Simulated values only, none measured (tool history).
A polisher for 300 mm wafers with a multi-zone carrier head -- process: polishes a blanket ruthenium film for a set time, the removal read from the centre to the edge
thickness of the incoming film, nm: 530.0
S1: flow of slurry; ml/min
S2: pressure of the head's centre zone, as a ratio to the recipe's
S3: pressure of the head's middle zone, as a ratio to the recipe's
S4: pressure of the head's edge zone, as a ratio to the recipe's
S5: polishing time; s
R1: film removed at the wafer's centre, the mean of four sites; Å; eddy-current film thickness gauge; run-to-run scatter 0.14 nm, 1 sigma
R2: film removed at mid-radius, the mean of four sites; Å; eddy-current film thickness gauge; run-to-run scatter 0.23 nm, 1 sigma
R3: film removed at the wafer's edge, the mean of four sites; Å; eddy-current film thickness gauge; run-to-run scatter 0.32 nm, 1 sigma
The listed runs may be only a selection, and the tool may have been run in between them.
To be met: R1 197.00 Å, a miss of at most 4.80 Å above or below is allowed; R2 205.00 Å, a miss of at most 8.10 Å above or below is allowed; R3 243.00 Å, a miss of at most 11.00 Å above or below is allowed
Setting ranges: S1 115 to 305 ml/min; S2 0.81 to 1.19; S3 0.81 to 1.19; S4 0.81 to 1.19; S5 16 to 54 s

{"run": 1, "hour": 0.0, "S1": 195, "S2": 1.0, "S3": 1.0, "S4": 1.0, "S5": 35, "R1": 282.35, "R2": 272.68, "R3": 278.75}
{"run": 2, "hour": 3.7, "S1": 180, "S2": 1.0, "S3": 1.0, "S4": 1.0, "S5": 35, "R1": 280.87, "R2": 267.33, "R3": 279.19}
{"run": 3, "hour": 5.5, "S1": 205, "S2": 1.0, "S3": 1.0, "S4": 1.0, "S5": 35, "R1": 287.89, "R2": 268.46, "R3": 283.1}
{"run": 4, "hour": 8.3, "S1": 200, "S2": 0.97, "S3": 0.98, "S4": 1.0, "S5": 34, "R1": 269.61, "R2": 268.5, "R3": 273.39}
{"run": 5, "hour": 16.2, "S1": 220, "S2": 0.97, "S3": 0.98, "S4": 1.0, "S5": 34, "R1": 272.4, "R2": 269.61, "R3": 274.31}
{"run": 6, "hour": 22.5, "S1": 220, "S2": 0.97, "S3": 0.98, "S4": 0.95, "S5": 34, "R1": 271.96, "R2": 265.33, "R3": 262.85}
{"run": 7, "hour": 24.8, "S1": 220, "S2": 0.97, "S3": 0.98, "S4": 0.95, "S5": 34, "R1": 270.63, "R2": 267.5, "R3": 268.48}
{"run": 8, "hour": 30.7, "S1": 220, "S2": 0.97, "S3": 0.98, "S4": 0.95, "S5": 34, "R1": 269.24, "R2": 262.41, "R3": 265.97}
{"run": 9, "hour": 34.3, "S1": 165, "S2": 0.87, "S3": 0.88, "S4": 1.0, "S5": 31, "R1": 213.78, "R2": 211.39, "R3": 240.31}
{"run": 10, "hour": 36.1, "S1": 125, "S2": 0.81, "S3": 0.86, "S4": 1.06, "S5": 31, "R1": 184.92, "R2": 197.89, "R3": 237.07}
{"run": 11, "hour": 45.0, "S1": 170, "S2": 0.83, "S3": 0.86, "S4": 1.05, "S5": 31, "R1": 204.59, "R2": 214.22, "R3": 248.25}
{"run": 12, "hour": 49.5, "S1": 165, "S2": 0.83, "S3": 0.86, "S4": 1.05, "S5": 31, "R1": 201.26, "R2": 207.4, "R3": 244.09}

Which one of the following 5 next-run settings gets every result inside its allowed miss? There is exactly one.
{"run": "A", "hour": 54.0, "S1": 160, "S2": 0.84, "S3": 0.86, "S4": 1.03, "S5": 32, "R1": "?", "R2": "?", "R3": "?"}
{"run": "B", "hour": 54.0, "S1": 140, "S2": 0.83, "S3": 0.86, "S4": 1.03, "S5": 31, "R1": "?", "R2": "?", "R3": "?"}
{"run": "C", "hour": 54.0, "S1": 145, "S2": 0.92, "S3": 0.89, "S4": 0.99, "S5": 30, "R1": "?", "R2": "?", "R3": "?"}
{"run": "D", "hour": 54.0, "S1": 155, "S2": 0.92, "S3": 0.81, "S4": 1.05, "S5": 30, "R1": "?", "R2": "?", "R3": "?"}
{"run": "E", "hour": 54.0, "S1": 190, "S2": 0.91, "S3": 0.92, "S4": 1.03, "S5": 29, "R1": "?", "R2": "?", "R3": "?"}

move=A R1=209.89 R2=210.68 R3=257.28
move=B R1=195.50 R2=199.26 R3=244.98
move=C R1=211.52 R2=199.60 R3=233.84
move=D R1=214.28 R2=186.95 R3=242.55
move=E R1=212.67 R2=207.35 R3=237.60
A: moves away from the targets compared with the last run
B: all results land within tolerance of their targets
C: moves away from the targets compared with the last run
D: moves away from the targets compared with the last run
E: moves away from the targets compared with the last run
B is the move that brings every result within its allowed miss.
